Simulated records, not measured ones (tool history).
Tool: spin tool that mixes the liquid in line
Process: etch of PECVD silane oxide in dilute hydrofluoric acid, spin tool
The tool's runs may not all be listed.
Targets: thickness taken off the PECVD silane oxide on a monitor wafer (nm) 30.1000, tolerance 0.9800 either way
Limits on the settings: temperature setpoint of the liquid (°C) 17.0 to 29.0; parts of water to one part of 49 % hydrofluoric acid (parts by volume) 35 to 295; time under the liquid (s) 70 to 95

run,hour,temperature setpoint of the liquid (°C),parts of water to one part of 49 % hydrofluoric acid (parts by volume),time under the liquid (s),thickness taken off the PECVD silane oxide on a monitor wafer (nm)
1,0.0,21.0,165,95,10.0320
2,7.5,21.0,165,70,7.3818
3,12.7,21.0,185,70,6.3676
4,14.5,21.0,205,70,5.7129
5,16.8,24.5,205,70,6.4940
6,21.6,24.5,205,95,8.7406
7,23.4,25.5,170,95,11.6210
8,30.4,26.5,145,95,14.3520
9,33.3,27.0,125,95,17.3340
10,34.0,27.5,110,95,20.3600
11,35.4,28.0,100,95,23.1490
12,42.4,28.0,95,95,24.5660
13,47.9,28.0,90,95,26.2500
14,50.9,28.0,85,95,27.7840

Which of these 4 next moves meets every target?
A,53.9,28.0,75,90,?
B,53.9,29.0,75,70,?
C,53.9,26.5,70,70,?
D,53.9,28.0,90,95,?

move,thickness taken off the PECVD silane oxide on a monitor wafer (nm)
A,30.1810
B,24.4040
C,23.8750
D,26.0010
A: all results in spec
B: the biggest miss grows against the last run
C: the biggest miss grows against the last run
D: the biggest miss grows against the last run
A is the move that brings every result within its allowed miss.

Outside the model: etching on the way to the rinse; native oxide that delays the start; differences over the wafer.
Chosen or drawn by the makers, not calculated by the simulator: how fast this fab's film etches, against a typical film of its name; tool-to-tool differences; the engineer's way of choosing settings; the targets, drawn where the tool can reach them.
